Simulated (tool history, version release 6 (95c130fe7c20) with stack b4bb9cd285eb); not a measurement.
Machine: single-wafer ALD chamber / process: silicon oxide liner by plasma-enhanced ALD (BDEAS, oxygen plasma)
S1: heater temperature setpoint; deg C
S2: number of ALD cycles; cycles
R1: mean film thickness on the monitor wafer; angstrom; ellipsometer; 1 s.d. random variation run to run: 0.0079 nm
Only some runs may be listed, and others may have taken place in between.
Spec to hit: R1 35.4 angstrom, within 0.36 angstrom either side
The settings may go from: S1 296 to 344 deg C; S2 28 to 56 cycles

{"run": 1, "day": 0.0, "S1": 320, "S2": 42, "R1": 37.26}
{"run": 2, "day": 0.338, "S1": 322, "S2": 42, "R1": 37.327}
{"run": 3, "day": 0.446, "S1": 323, "S2": 41, "R1": 36.321}
{"run": 4, "day": 0.508, "S1": 324, "S2": 41, "R1": 36.339}
{"run": 5, "day": 0.725, "S1": 324, "S2": 43, "R1": 38.042}
{"run": 6, "day": 0.812, "S1": 316, "S2": 43, "R1": 38.355}
{"run": 7, "day": 1.05, "S1": 317, "S2": 42, "R1": 37.383}
{"run": 8, "day": 1.262, "S1": 318, "S2": 41, "R1": 36.538}
{"run": 9, "day": 1.433, "S1": 319, "S2": 41, "R1": 36.578}
{"run": 10, "day": 1.688, "S1": 320, "S2": 41, "R1": 36.445}
{"run": 11, "day": 1.896, "S1": 321, "S2": 41, "R1": 36.332}
{"run": 12, "day": 2.008, "S1": 322, "S2": 41, "R1": 36.452}

Pick the move, out of 5, that brings all results within their allowed miss; only one does.
{"run": "A", "day": 2.121, "S1": 324, "S2": 41, "R1": "?"}
{"run": "B", "day": 2.121, "S1": 320, "S2": 41, "R1": "?"}
{"run": "C", "day": 2.121, "S1": 324, "S2": 40, "R1": "?"}
{"run": "D", "day": 2.121, "S1": 328, "S2": 41, "R1": "?"}
{"run": "E", "day": 2.121, "S1": 333, "S2": 43, "R1": "?"}

move=A R1=36.249
move=B R1=36.447
move=C R1=35.365
move=D R1=36.051
move=E R1=37.55
A: nearer the targets than the last run, but a result is still out of spec
B: as far off as the last run
C: all results land within tolerance of their targets
D: nearer the targets than the last run, but a result is still out of spec
E: moves away from the targets compared with the last run
Correct choice: C, which meets every target
